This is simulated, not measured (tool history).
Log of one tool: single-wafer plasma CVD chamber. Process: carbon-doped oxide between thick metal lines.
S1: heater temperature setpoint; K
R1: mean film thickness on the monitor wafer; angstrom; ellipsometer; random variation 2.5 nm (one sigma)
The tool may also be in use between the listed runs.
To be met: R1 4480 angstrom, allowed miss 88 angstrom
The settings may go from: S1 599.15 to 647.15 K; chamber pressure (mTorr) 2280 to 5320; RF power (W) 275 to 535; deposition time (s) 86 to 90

{"run": 1, "hour": 0.0, "S1": 623.15, "chamber pressure (mTorr)": 3800, "RF power (W)": 405, "deposition time (s)": 90, "R1": 3772.5}
{"run": 2, "hour": 5.7, "S1": 623.15, "chamber pressure (mTorr)": 4130, "RF power (W)": 405, "deposition time (s)": 90, "R1": 3871.9}
{"run": 3, "hour": 12.6, "S1": 620.15, "chamber pressure (mTorr)": 4500, "RF power (W)": 415, "deposition time (s)": 90, "R1": 3974}
{"run": 4, "hour": 17.2, "S1": 620.15, "chamber pressure (mTorr)": 4500, "RF power (W)": 440, "deposition time (s)": 90, "R1": 4158.9}
{"run": 5, "hour": 21.7, "S1": 620.15, "chamber pressure (mTorr)": 4080, "RF power (W)": 440, "deposition time (s)": 90, "R1": 4072.5}
{"run": 6, "hour": 23.1, "S1": 630.15, "chamber pressure (mTorr)": 4080, "RF power (W)": 440, "deposition time (s)": 90, "R1": 3966}
{"run": 7, "hour": 26.4, "S1": 626.15, "chamber pressure (mTorr)": 4390, "RF power (W)": 450, "deposition time (s)": 90, "R1": 4151.8}
{"run": 8, "hour": 27.5, "S1": 624.15, "chamber pressure (mTorr)": 4620, "RF power (W)": 455, "deposition time (s)": 90, "R1": 4195.5}
{"run": 9, "hour": 28.8, "S1": 621.15, "chamber pressure (mTorr)": 4770, "RF power (W)": 460, "deposition time (s)": 90, "R1": 4283.7}
{"run": 10, "hour": 35.5, "S1": 619.15, "chamber pressure (mTorr)": 4880, "RF power (W)": 465, "deposition time (s)": 90, "R1": 4312.3}

Which of these 5 next moves meets every target?
{"run": "A", "hour": 42.2, "S1": 614.15, "chamber pressure (mTorr)": 3730, "RF power (W)": 530, "deposition time (s)": 89, "R1": "?"}
{"run": "B", "hour": 42.2, "S1": 629.15, "chamber pressure (mTorr)": 4400, "RF power (W)": 460, "deposition time (s)": 89, "R1": "?"}
{"run": "C", "hour": 42.2, "S1": 615.15, "chamber pressure (mTorr)": 4860, "RF power (W)": 460, "deposition time (s)": 88, "R1": "?"}
{"run": "D", "hour": 42.2, "S1": 618.15, "chamber pressure (mTorr)": 5070, "RF power (W)": 455, "deposition time (s)": 86, "R1": "?"}
{"run": "E", "hour": 42.2, "S1": 623.15, "chamber pressure (mTorr)": 5000, "RF power (W)": 460, "deposition time (s)": 87, "R1": "?"}

move=A R1=4495.8
move=B R1=4115.5
move=C R1=4281.6
move=D R1=4159.5
move=E R1=4176.1
A: meets every target
B: further off than the last run
C: further off than the last run
D: further off than the last run
E: further off than the last run
Answer: A
